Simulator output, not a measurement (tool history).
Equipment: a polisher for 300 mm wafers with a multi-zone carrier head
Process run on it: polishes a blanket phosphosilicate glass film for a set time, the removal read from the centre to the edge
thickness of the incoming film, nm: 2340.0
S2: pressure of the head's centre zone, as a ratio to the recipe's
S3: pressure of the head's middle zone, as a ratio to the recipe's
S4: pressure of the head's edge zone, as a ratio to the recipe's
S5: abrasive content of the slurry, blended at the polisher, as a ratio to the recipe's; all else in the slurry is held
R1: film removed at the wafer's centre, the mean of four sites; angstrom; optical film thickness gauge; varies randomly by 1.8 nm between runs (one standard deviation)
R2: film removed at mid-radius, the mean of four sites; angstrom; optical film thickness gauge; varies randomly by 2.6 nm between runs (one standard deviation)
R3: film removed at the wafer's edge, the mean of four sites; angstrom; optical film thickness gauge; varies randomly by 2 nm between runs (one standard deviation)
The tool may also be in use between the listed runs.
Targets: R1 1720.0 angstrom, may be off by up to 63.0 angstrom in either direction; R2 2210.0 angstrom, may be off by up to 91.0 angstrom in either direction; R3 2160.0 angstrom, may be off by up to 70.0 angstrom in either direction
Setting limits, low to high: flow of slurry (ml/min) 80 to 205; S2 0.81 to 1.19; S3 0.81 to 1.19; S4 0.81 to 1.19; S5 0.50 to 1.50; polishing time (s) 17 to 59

Run 1, hour 0.0: flow of slurry (ml/min) 135, S2 1.00, S3 1.00, S4 1.00, S5 1.00, polishing time (s) 38. Result: R1 2141.4 angstrom, R2 2190.8 angstrom, R3 2319.9 angstrom.
Run 2, hour 8.5: flow of slurry (ml/min) 135, S2 1.00, S3 1.00, S4 1.07, S5 1.00, polishing time (s) 38. Result: R1 2171.8 angstrom, R2 2170.1 angstrom, R3 2418.8 angstrom.
Run 3, hour 14.4: flow of slurry (ml/min) 125, S2 0.96, S3 1.03, S4 1.04, S5 1.00, polishing time (s) 38. Result: R1 2024.0 angstrom, R2 2199.2 angstrom, R3 2373.0 angstrom.
Run 4, hour 23.0: flow of slurry (ml/min) 95, S2 0.96, S3 1.03, S4 1.04, S5 1.00, polishing time (s) 38. Result: R1 1742.2 angstrom, R2 1924.1 angstrom, R3 2180.6 angstrom.
Run 5, hour 25.2: flow of slurry (ml/min) 95, S2 0.96, S3 1.03, S4 1.04, S5 0.85, polishing time (s) 38. Result: R1 1612.5 angstrom, R2 1767.8 angstrom, R3 1991.7 angstrom.
Run 6, hour 31.4: flow of slurry (ml/min) 95, S2 0.96, S3 1.03, S4 1.00, S5 0.85, polishing time (s) 38. Result: R1 1584.3 angstrom, R2 1769.7 angstrom, R3 1983.1 angstrom.
Run 7, hour 36.2: flow of slurry (ml/min) 105, S2 0.94, S3 1.06, S4 0.99, S5 0.85, polishing time (s) 38. Result: R1 1703.8 angstrom, R2 1874.3 angstrom, R3 1994.5 angstrom.
Run 8, hour 41.7: flow of slurry (ml/min) 105, S2 0.90, S3 1.10, S4 1.01, S5 0.90, polishing time (s) 38. Result: R1 1634.4 angstrom, R2 2019.0 angstrom, R3 2098.8 angstrom.
Run 9, hour 44.0: flow of slurry (ml/min) 110, S2 0.90, S3 1.11, S4 1.01, S5 0.90, polishing time (s) 38. Result: R1 1692.6 angstrom, R2 2034.7 angstrom, R3 2139.1 angstrom.

Which one of the following 4 next-run settings gets every result inside its allowed miss? There is exactly one.
Run A, hour 46.3: flow of slurry (ml/min) 90, S2 0.94, S3 1.00, S4 0.99, S5 1.05, polishing time (s) 37. Result: R1 ?, R2 ?, R3 ?.
Run B, hour 46.3: flow of slurry (ml/min) 110, S2 0.88, S3 1.15, S4 0.98, S5 0.90, polishing time (s) 39. Result: R1 ?, R2 ?, R3 ?.
Run C, hour 46.3: flow of slurry (ml/min) 145, S2 0.91, S3 0.92, S4 1.06, S5 0.80, polishing time (s) 38. Result: R1 ?, R2 ?, R3 ?.
Run D, hour 46.3: flow of slurry (ml/min) 110, S2 0.84, S3 0.96, S4 0.92, S5 0.65, polishing time (s) 49. Result: R1 ?, R2 ?, R3 ?.

move      R1      R2      R3
   A  1692.1  1887.0  2123.0
   B  1723.6  2237.7  2167.3
   C  1800.0  1882.3  2186.4
   D  1684.6  1986.3  2152.4
A: lands further from the targets than the last run did
B: in spec on every target
C: lands further from the targets than the last run did
D: lands further from the targets than the last run did
B meets every target.
